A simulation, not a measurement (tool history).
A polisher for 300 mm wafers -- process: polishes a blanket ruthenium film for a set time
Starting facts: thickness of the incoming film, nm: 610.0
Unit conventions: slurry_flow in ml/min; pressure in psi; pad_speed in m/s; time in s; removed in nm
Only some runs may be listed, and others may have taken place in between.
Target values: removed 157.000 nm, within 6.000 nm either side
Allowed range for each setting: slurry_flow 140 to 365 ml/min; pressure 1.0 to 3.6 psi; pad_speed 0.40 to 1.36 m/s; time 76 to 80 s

| run | hour | slurry_flow | pressure | pad_speed | time | removed |
|---|---|---|---|---|---|---|
| 1 | 0.0 | 235 | 2.3 | 0.88 | 76 | 81.791 |
| 2 | 2.9 | 235 | 2.7 | 0.88 | 76 | 94.610 |
| 3 | 4.3 | 280 | 2.7 | 0.88 | 76 | 97.476 |
| 4 | 8.0 | 280 | 3.0 | 0.92 | 76 | 110.580 |
| 5 | 15.0 | 280 | 3.2 | 0.96 | 76 | 126.220 |
| 6 | 15.7 | 280 | 2.7 | 0.96 | 76 | 104.180 |
| 7 | 18.9 | 280 | 3.0 | 0.98 | 76 | 117.300 |
| 8 | 20.6 | 280 | 3.2 | 1.00 | 76 | 127.310 |
| 9 | 25.7 | 280 | 3.3 | 1.02 | 76 | 136.280 |
| 10 | 29.3 | 280 | 3.6 | 1.02 | 76 | 146.750 |

5 next moves are on the table. One of them brings every result within its allowed miss. Which?
| A | 32.9 | 310 | 3.5 | 1.04 | 80 | ? |
| B | 32.9 | 270 | 3.5 | 0.90 | 76 | ? |
| C | 32.9 | 260 | 3.4 | 1.08 | 76 | ? |
| D | 32.9 | 300 | 3.3 | 0.98 | 76 | ? |
| E | 32.9 | 330 | 2.9 | 1.06 | 79 | ? |

| move | removed |
|---|---|
| A | 156.050 |
| B | 127.050 |
| C | 146.860 |
| D | 131.670 |
| E | 131.330 |
A: every result within its allowed miss
B: misses by more than the last run did
C: about the same distance from the targets as the last run
D: misses by more than the last run did
E: misses by more than the last run did
The move that meets every target is A.
